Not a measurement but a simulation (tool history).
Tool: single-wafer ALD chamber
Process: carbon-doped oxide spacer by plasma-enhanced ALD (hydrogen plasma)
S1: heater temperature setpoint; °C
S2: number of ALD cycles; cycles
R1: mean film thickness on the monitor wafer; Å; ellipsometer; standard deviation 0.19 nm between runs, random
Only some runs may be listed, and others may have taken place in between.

Run 1, hour 0: S1 385 °C, S2 670 cycles. Result: R1 327.68 Å.
Run 2, hour 3.3: S1 385 °C, S2 584 cycles. Result: R1 284.07 Å.
Run 3, hour 12: S1 385 °C, S2 632 cycles. Result: R1 309.54 Å.
Run 4, hour 20.9: S1 385 °C, S2 669 cycles. Result: R1 329.53 Å.
Run 5, hour 24.2: S1 395 °C, S2 669 cycles. Result: R1 326.75 Å.
Run 6, hour 26: S1 388 °C, S2 669 cycles. Result: R1 327.66 Å.

Expected results for the next run?
Run 7, hour 34.7: S1 388 °C, S2 694 cycles. Result: R1 ?.

{"run 7": {"R1": 342.78}}
